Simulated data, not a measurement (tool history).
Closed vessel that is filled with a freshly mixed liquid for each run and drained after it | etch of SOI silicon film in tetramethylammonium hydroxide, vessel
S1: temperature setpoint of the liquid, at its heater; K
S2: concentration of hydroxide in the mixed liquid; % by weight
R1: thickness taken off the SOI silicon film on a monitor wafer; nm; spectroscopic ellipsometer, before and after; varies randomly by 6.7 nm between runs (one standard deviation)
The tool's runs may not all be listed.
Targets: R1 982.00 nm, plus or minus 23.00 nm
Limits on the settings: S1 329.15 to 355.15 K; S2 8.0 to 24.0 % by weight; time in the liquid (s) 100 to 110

Run 1, hour 0.0: S1 342.15 K, S2 16.0 % by weight, time in the liquid (s) 100. Result: R1 551.17 nm.
Run 2, hour 5.2: S1 342.15 K, S2 14.5 % by weight, time in the liquid (s) 100. Result: R1 568.01 nm.
Run 3, hour 6.1: S1 342.15 K, S2 14.5 % by weight, time in the liquid (s) 110. Result: R1 633.33 nm.
Run 4, hour 8.9: S1 344.65 K, S2 14.5 % by weight, time in the liquid (s) 110. Result: R1 727.05 nm.
Run 5, hour 14.4: S1 346.65 K, S2 14.5 % by weight, time in the liquid (s) 110. Result: R1 822.01 nm.
Run 6, hour 17.6: S1 341.65 K, S2 14.5 % by weight, time in the liquid (s) 110. Result: R1 623.22 nm.
Run 7, hour 24.9: S1 344.15 K, S2 14.5 % by weight, time in the liquid (s) 110. Result: R1 715.11 nm.
Run 8, hour 28.4: S1 346.15 K, S2 14.5 % by weight, time in the liquid (s) 110. Result: R1 805.39 nm.
Run 9, hour 36.1: S1 350.15 K, S2 14.5 % by weight, time in the liquid (s) 110. Result: R1 1017.20 nm.

Exercise: of the 4 proposed moves below, exactly one satisfies all targets within the stated allowed misses. Which move is it?
Run A, hour 43.8: S1 351.15 K, S2 15.5 % by weight, time in the liquid (s) 110. Result: R1 ?.
Run B, hour 43.8: S1 352.15 K, S2 16.5 % by weight, time in the liquid (s) 100. Result: R1 ?.
Run C, hour 43.8: S1 349.65 K, S2 14.0 % by weight, time in the liquid (s) 100. Result: R1 ?.
Run D, hour 43.8: S1 353.65 K, S2 18.0 % by weight, time in the liquid (s) 105. Result: R1 ?.

move       R1
   A  1031.60
   B   970.66
   C   903.88
   D  1071.50
A: lands further from the targets than the last run did
B: each result inside its tolerance
C: carries the result that was furthest off beyond its target, to the other side
D: lands further from the targets than the last run did
Answer: B
